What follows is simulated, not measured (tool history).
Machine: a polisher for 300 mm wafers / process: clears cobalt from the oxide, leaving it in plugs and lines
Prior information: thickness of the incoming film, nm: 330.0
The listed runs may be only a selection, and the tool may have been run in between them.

run,hour,flow of slurry (ml/min),pressure of the wafer on the pad (kPa),speed of the pad under the wafer (cm/s),overpolish time after the end point (s),time until the end point was called (s),dishing of a wide line in a test structure (angstrom)
1,0.0,140,13.1,118,25,64.654,723.72
2,4.2,140,13.8,118,25,61.997,720.40
3,7.2,140,15.9,118,25,53.807,773.46
4,9.6,140,16.5,118,25,51.335,799.32
5,14.0,155,16.5,118,25,50.730,787.84
6,22.5,155,17.2,118,25,48.717,825.81
# hour 26.6: head pressure recalibrated
7,26.6,155,17.9,118,25,43.221,853.62

Run 8 comes next. What will it give?
8,30.9,170,19.3,118,25,?,?

Run 8 produced time until the end point was called (s) 39.165, dishing of a wide line in a test structure (angstrom) 859.43.
